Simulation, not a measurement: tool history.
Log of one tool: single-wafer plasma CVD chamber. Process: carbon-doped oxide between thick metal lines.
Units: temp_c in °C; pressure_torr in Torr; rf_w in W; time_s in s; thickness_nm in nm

{"run": 1, "day": 0.0, "temp_c": 340, "pressure_torr": 6.09, "rf_w": 540, "time_s": 125, "thickness_nm": 720.58}
{"run": 2, "day": 0.029, "temp_c": 340, "pressure_torr": 5.69, "rf_w": 540, "time_s": 125, "thickness_nm": 710.08}
{"run": 3, "day": 0.071, "temp_c": 340, "pressure_torr": 5.69, "rf_w": 495, "time_s": 125, "thickness_nm": 675.94}
{"run": 4, "day": 0.183, "temp_c": 330, "pressure_torr": 5.69, "rf_w": 495, "time_s": 125, "thickness_nm": 700.17}
{"run": 5, "day": 0.546, "temp_c": 330, "pressure_torr": 5.69, "rf_w": 495, "time_s": 125, "thickness_nm": 693.81}
{"run": 6, "day": 0.612, "temp_c": 330, "pressure_torr": 5.69, "rf_w": 555, "time_s": 125, "thickness_nm": 748.82}
{"run": 7, "day": 0.954, "temp_c": 334, "pressure_torr": 5.3, "rf_w": 545, "time_s": 125, "thickness_nm": 722.23}

Forecast run 8:
{"run": 8, "day": 1.179, "temp_c": 338, "pressure_torr": 5.0, "rf_w": 540, "time_s": 125, "thickness_nm": "?"}

{"run 8": {"thickness_nm": 700.79}}
